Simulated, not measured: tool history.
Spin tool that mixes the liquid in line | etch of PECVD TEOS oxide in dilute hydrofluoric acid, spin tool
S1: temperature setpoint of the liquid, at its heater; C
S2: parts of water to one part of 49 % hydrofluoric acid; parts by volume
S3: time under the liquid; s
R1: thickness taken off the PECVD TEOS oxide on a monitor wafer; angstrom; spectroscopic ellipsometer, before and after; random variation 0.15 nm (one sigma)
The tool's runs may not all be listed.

run  hour    S1   S2   S3      R1
  1     0    20  100  110  237.32
  2   1.8    20   65  110  379.83
  3   6.3  17.5   65  110  341.59
  4   8.3  18.5   65  110   353.3
  5  11.4  19.5   65  110  368.55
  6  14.9    20   65  110  381.85
  7  18.8  20.5   65  110  384.56
  8  23.6    21   65  110  395.37
  9  31.3  21.5   65  110   400.2
 10  38.8    22   65  110  413.56

Run 11 comes next. What will it give?
 11  39.9  22.5  65  110   ?

R1: 421.51 angstrom
